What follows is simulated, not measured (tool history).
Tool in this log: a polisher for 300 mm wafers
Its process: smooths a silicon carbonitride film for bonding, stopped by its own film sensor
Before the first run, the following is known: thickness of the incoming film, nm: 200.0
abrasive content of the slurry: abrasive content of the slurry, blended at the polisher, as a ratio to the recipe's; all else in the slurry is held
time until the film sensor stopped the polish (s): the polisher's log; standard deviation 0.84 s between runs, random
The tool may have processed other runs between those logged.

run    day  flow of slurry (ml/min)  pressure of the wafer on the pad (kPa)  speed of the pad under the wafer (cm/s)  abrasive content of the slurry  target thickness at which the film sensor stops the polish (angstrom)  time until the film sensor stopped the polish (s)
  1      0                      160                                      11                                       86                               1                                                                   1870                                             69.062
  2  0.312                      160                                      11                                       70                               1                                                                   1870                                             81.367
  3  0.567                      160                                      11                                       70                             0.9                                                                   1870                                             86.218
  4  0.638                      160                                      11                                       70                             1.1                                                                   1870                                             81.725
  5  1.004                      160                                     8.3                                       70                             1.1                                                                   1870                                             104.16
  6  1.242                      160                                     8.3                                       70                             0.9                                                                   1870                                             108.88
  7  1.558                      160                                     9.7                                       72                             0.9                                                                   1870                                             92.943

What will run 8 give?
  8  1.617                      160                                     9.7                                       72                             0.9                                                                   1870                                                  ?

time until the film sensor stopped the polish (s): 91.299
